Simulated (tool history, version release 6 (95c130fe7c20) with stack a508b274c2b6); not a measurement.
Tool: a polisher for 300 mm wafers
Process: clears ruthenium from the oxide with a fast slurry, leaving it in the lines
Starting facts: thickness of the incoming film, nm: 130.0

| run | day | flow of slurry (ml/min) | pressure of the wafer on the pad (psi) | speed of the pad under the wafer (m/s) | abrasive content of the slurry | overpolish time after the end point (s) | time until the end point was called (s) | dishing of a wide line in a test structure (Å) |
|---|---|---|---|---|---|---|---|---|
| 1 | 0.000 | 195 | 2.3 | 0.98 | 1.0 | 30 | 50.616 | 489.15 |
| 2 | 0.288 | 195 | 2.3 | 0.98 | 1.2 | 30 | 46.951 | 541.23 |
| 3 | 0.508 | 195 | 2.7 | 0.98 | 1.2 | 30 | 40.505 | 552.22 |
| 4 | 0.775 | 195 | 2.2 | 0.98 | 1.2 | 30 | 49.480 | 490.11 |
| 5 | 0.942 | 195 | 2.0 | 0.96 | 1.2 | 35 | 54.394 | 537.04 |
| 6 | 1.029 | 195 | 1.8 | 0.96 | 1.2 | 37 | 61.723 | 488.81 |
| 7 | 1.062 | 195 | 1.7 | 0.96 | 1.2 | 40 | 64.784 | 511.90 |
| 8 | 1.379 | 195 | 1.6 | 0.96 | 1.2 | 42 | 67.262 | 511.88 |

For run 9, what comes out?
| 9 | 1.721 | 195 | 1.5 | 0.96 | 1.2 | 43 | ? | ? |

{"run 9": {"time until the end point was called (s)": 75.106, "dishing of a wide line in a test structure (Å)": 496.04}}
